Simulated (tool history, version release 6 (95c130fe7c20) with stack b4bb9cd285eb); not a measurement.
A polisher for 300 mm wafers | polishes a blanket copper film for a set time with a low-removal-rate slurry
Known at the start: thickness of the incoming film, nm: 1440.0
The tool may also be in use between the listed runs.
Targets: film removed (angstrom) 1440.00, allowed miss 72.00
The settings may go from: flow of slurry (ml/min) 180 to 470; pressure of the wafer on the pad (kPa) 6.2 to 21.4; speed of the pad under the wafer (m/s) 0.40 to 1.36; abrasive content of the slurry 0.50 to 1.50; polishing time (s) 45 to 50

run    day  flow of slurry (ml/min)  pressure of the wafer on the pad (kPa)  speed of the pad under the wafer (m/s)  abrasive content of the slurry  polishing time (s)  film removed (angstrom)
  1  0.000                      300                                    13.8                                    0.88                            1.00                  50                  1068.50
  2  0.221                      300                                    14.5                                    0.88                            1.00                  50                  1088.70
  3  0.275                      300                                    11.0                                    0.88                            1.00                  50                   833.91
  4  0.458                      300                                    11.0                                    0.88                            0.85                  50                   804.67
  5  0.617                      300                                    11.0                                    0.96                            0.85                  50                   843.49
  6  0.817                      300                                    12.4                                    0.96                            0.85                  50                   950.85
  7  0.958                      300                                    13.1                                    0.96                            0.85                  50                  1043.90
  8  1.167                      300                                    13.8                                    0.96                            0.85                  50                  1048.70
  9  1.267                      300                                    13.8                                    0.96                            0.85                  50                  1068.70
 10  1.421                      300                                    14.5                                    0.96                            0.85                  50                  1109.00

5 next moves are on the table. One of them brings every result within its allowed miss. Which?
  A  1.575                      355                                    21.4                                    0.94                            0.55                  48                        ?
  B  1.575                      295                                    16.5                                    1.08                            0.95                  50                        ?
  C  1.575                      280                                    17.9                                    1.18                            0.90                  50                        ?
  D  1.575                      300                                    11.0                                    0.92                            0.95                  45                        ?
  E  1.575                      295                                    15.9                                    1.02                            0.90                  50                        ?

move  film removed (angstrom)
   A                  1293.40
   B                  1427.00
   C                  1617.50
   D                   774.04
   E                  1286.10
A: nearer than the last run, and not there yet
B: meets every target
C: takes the result that was furthest off past its target
D: further off than the last run
E: nearer than the last run, and not there yet
The right move is B.

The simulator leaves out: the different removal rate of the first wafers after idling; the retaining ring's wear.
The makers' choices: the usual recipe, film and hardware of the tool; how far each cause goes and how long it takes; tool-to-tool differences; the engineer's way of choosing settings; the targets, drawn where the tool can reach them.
